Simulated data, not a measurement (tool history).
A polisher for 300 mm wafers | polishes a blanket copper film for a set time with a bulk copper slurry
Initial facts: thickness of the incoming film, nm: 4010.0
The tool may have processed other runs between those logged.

run	hour	flow of slurry (ml/min)	pressure of the wafer on the pad (psi)	speed of the pad under the wafer (m/s)	abrasive content of the slurry	polishing time (s)	film removed (angstrom)
1	0.0	275	2.1	1.06	1.0	26	1886.7
2	3.6	275	2.4	1.06	1.0	26	2170.1
3	8.5	275	2.1	1.06	1.0	26	1894.7
4	15.7	275	2.3	1.06	1.0	26	2040.0
5	18.9	275	2.1	1.06	1.0	26	1906.1
6	26.1	275	1.9	1.06	1.0	26	1712.5
7	30.8	275	1.8	1.06	1.0	26	1620.5
8	35.5	275	1.7	1.06	1.0	26	1546.3

What does the tool deliver on the next run?
9	38.1	275	1.7	1.06	1.0	26	?

film removed (angstrom): 1550.2

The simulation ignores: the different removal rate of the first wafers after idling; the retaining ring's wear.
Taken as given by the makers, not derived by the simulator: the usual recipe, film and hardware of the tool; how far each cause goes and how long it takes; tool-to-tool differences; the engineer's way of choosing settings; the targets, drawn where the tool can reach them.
